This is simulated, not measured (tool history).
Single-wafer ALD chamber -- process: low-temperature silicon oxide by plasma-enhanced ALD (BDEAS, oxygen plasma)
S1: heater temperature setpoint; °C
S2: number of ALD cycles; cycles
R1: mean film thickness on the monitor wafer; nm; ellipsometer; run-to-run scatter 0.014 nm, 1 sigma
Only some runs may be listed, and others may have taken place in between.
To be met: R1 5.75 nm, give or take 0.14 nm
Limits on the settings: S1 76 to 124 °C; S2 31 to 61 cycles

{"run": 1, "hour": 0.0, "S1": 100, "S2": 46, "R1": 7.2713}
{"run": 2, "hour": 1.4, "S1": 100, "S2": 42, "R1": 6.6175}
{"run": 3, "hour": 9.1, "S1": 100, "S2": 47, "R1": 7.3985}
{"run": 4, "hour": 10.7, "S1": 94, "S2": 47, "R1": 7.5776}
{"run": 5, "hour": 14.1, "S1": 94, "S2": 50, "R1": 8.0848}
{"run": 6, "hour": 19.8, "S1": 96, "S2": 48, "R1": 7.7182}
{"run": 7, "hour": 25.7, "S1": 103, "S2": 41, "R1": 6.358}
{"run": 8, "hour": 28.4, "S1": 105, "S2": 40, "R1": 6.1856}
{"hour": 31.8, "done": "thermocouple changed; heater temperature recalibrated"}
{"run": 9, "hour": 31.8, "S1": 106, "S2": 40, "R1": 6.1049}
{"run": 10, "hour": 33.2, "S1": 107, "S2": 40, "R1": 6.0793}
{"run": 11, "hour": 40.8, "S1": 108, "S2": 40, "R1": 6.0918}
{"run": 12, "hour": 46.3, "S1": 109, "S2": 40, "R1": 6.0693}
{"run": 13, "hour": 51.3, "S1": 110, "S2": 40, "R1": 6.0315}

Below are 4 possible settings for the next run. Only one of them brings all results inside the allowed miss of their targets. Which is it?
{"run": "A", "hour": 56.3, "S1": 110, "S2": 43, "R1": "?"}
{"run": "B", "hour": 56.3, "S1": 106, "S2": 43, "R1": "?"}
{"run": "C", "hour": 56.3, "S1": 111, "S2": 38, "R1": "?"}
{"run": "D", "hour": 56.3, "S1": 110, "S2": 42, "R1": "?"}

move=A R1=6.4727
move=B R1=6.5271
move=C R1=5.708
move=D R1=6.3222
A: its largest miss is bigger than the last run's
B: its largest miss is bigger than the last run's
C: in spec on every target
D: its largest miss is bigger than the last run's
Go with C: it meets all targets.
